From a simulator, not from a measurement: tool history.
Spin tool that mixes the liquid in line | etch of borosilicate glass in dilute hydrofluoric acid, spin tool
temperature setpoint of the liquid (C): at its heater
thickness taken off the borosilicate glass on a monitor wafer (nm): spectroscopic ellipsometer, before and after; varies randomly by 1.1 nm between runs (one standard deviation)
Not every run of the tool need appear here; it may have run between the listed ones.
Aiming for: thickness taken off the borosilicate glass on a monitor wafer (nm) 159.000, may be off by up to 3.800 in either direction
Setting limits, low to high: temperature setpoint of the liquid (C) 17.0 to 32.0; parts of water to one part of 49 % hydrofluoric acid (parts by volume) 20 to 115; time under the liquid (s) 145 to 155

run	hour	temperature setpoint of the liquid (C)	parts of water to one part of 49 % hydrofluoric acid (parts by volume)	time under the liquid (s)	thickness taken off the borosilicate glass on a monitor wafer (nm)
1	0.0	24.0	65	145	67.263
2	6.5	24.0	85	145	49.928
3	7.8	25.0	75	145	60.003
4	14.7	25.0	75	145	59.520
5	15.8	26.0	70	145	68.307
6	23.4	26.0	85	145	54.147
7	32.2	27.0	75	145	64.103
8	36.6	27.5	70	145	71.721
9	39.7	28.0	65	145	79.615
10	42.7	28.5	60	145	87.563
11	51.2	29.0	55	145	98.261
12	53.0	29.5	50	145	110.840
13	53.6	30.0	50	145	113.230
14	60.7	30.5	50	145	114.840

Next run, 4 choices. One meets every target within its allowed miss, the rest don't. Which?
A	67.8	28.5	55	145	?
B	67.8	31.0	40	155	?
C	67.8	31.5	40	145	?
D	67.8	32.0	45	155	?

move	thickness taken off the borosilicate glass on a monitor wafer (nm)
A	96.089
B	159.490
C	152.160
D	146.230
A: further off than the last run
B: meets every target
C: an improvement on the last run, though not all results are within tolerance
D: an improvement on the last run, though not all results are within tolerance
Answer: B
